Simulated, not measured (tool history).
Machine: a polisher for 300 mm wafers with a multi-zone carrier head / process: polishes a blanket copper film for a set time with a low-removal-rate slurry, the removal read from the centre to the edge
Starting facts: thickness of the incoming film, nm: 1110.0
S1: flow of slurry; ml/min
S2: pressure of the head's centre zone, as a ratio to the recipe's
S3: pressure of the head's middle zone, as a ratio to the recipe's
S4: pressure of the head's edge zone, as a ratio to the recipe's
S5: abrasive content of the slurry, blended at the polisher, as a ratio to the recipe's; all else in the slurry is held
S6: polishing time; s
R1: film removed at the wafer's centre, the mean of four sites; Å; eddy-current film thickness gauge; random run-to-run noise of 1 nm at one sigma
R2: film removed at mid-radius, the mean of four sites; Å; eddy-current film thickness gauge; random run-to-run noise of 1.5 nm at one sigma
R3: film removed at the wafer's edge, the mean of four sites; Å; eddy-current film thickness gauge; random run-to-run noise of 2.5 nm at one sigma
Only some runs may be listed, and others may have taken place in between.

{"run": 1, "hour": 0.0, "S1": 270, "S2": 1, "S3": 1, "S4": 1, "S5": 1, "S6": 43, "R1": 1212.8, "R2": 1205.4, "R3": 1194.5}
{"run": 2, "hour": 6.0, "S1": 330, "S2": 1, "S3": 1, "S4": 1, "S5": 1, "S6": 43, "R1": 1225.9, "R2": 1229.6, "R3": 1221.3}
{"run": 3, "hour": 7.8, "S1": 295, "S2": 1, "S3": 1, "S4": 1, "S5": 1, "S6": 43, "R1": 1220.2, "R2": 1221.8, "R3": 1200}
{"run": 4, "hour": 11.0, "S1": 295, "S2": 1, "S3": 0.92, "S4": 1, "S5": 1, "S6": 43, "R1": 1223.4, "R2": 1147.6, "R3": 1221.8}
{"run": 5, "hour": 18.5, "S1": 295, "S2": 1, "S3": 0.92, "S4": 1, "S5": 0.9, "S6": 43, "R1": 1199.5, "R2": 1142.4, "R3": 1193.3}
{"run": 6, "hour": 21.4, "S1": 295, "S2": 1, "S3": 0.92, "S4": 1, "S5": 0.9, "S6": 49, "R1": 1385.6, "R2": 1281, "R3": 1347.5}
{"run": 7, "hour": 27.1, "S1": 300, "S2": 1, "S3": 0.95, "S4": 1.01, "S5": 1, "S6": 49, "R1": 1403.4, "R2": 1343.7, "R3": 1381.3}
{"run": 8, "hour": 32.5, "S1": 315, "S2": 1.08, "S3": 1.05, "S4": 1.11, "S5": 1.25, "S6": 52, "R1": 1691.1, "R2": 1627.2, "R3": 1644.1}
{"run": 9, "hour": 37.5, "S1": 320, "S2": 1.08, "S3": 1.06, "S4": 1.12, "S5": 1.25, "S6": 52, "R1": 1680.1, "R2": 1673.8, "R3": 1626.6}
{"run": 10, "hour": 42.3, "S1": 320, "S2": 1.08, "S3": 1.06, "S4": 1.13, "S5": 1.25, "S6": 52, "R1": 1684.8, "R2": 1654.9, "R3": 1634.9}
{"run": 11, "hour": 42.8, "S1": 320, "S2": 1.08, "S3": 1.06, "S4": 1.14, "S5": 1.25, "S6": 52, "R1": 1689, "R2": 1665.4, "R3": 1643.1}
{"run": 12, "hour": 43.9, "S1": 330, "S2": 1.07, "S3": 1.07, "S4": 1.16, "S5": 1.35, "S6": 52, "R1": 1698.5, "R2": 1687.5, "R3": 1672.8}
{"run": 13, "hour": 51.4, "S1": 330, "S2": 1.07, "S3": 1.07, "S4": 1.16, "S5": 1.35, "S6": 52, "R1": 1697.1, "R2": 1672.6, "R3": 1709.1}

Expected results for the next run?
{"run": 14, "hour": 55.0, "S1": 330, "S2": 1.07, "S3": 1.08, "S4": 1.16, "S5": 1.35, "S6": 52, "R1": "?", "R2": "?", "R3": "?"}

Run 14 yielded R1 1717.5 Å, R2 1685.9 Å, R3 1680.6 Å.
